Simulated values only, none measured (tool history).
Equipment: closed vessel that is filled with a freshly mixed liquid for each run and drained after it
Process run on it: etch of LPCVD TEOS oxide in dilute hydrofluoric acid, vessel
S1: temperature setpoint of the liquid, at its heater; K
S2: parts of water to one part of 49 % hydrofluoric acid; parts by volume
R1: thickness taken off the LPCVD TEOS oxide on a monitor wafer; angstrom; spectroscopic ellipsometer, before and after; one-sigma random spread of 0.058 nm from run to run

run 1 hour=0.0 | S1=297.15 S2=245 time_in_the_liquid_(s)=105 | R1=220.38
run 2 hour=1.8 | S1=298.65 S2=245 time_in_the_liquid_(s)=105 | R1=232.18
run 3 hour=8.5 | S1=301.65 S2=245 time_in_the_liquid_(s)=105 | R1=257.32
run 4 hour=12.3 | S1=301.65 S2=245 time_in_the_liquid_(s)=105 | R1=258.39
run 5 hour=21.6 | S1=304.65 S2=245 time_in_the_liquid_(s)=105 | R1=284.74
run 6 hour=26.2 | S1=300.15 S2=265 time_in_the_liquid_(s)=105 | R1=222.09

What will run 7 give?
run 7 hour=29.2 | S1=297.15 S2=275 time_in_the_liquid_(s)=105 | R1=?

Run 7 measured R1 192.45 angstrom.
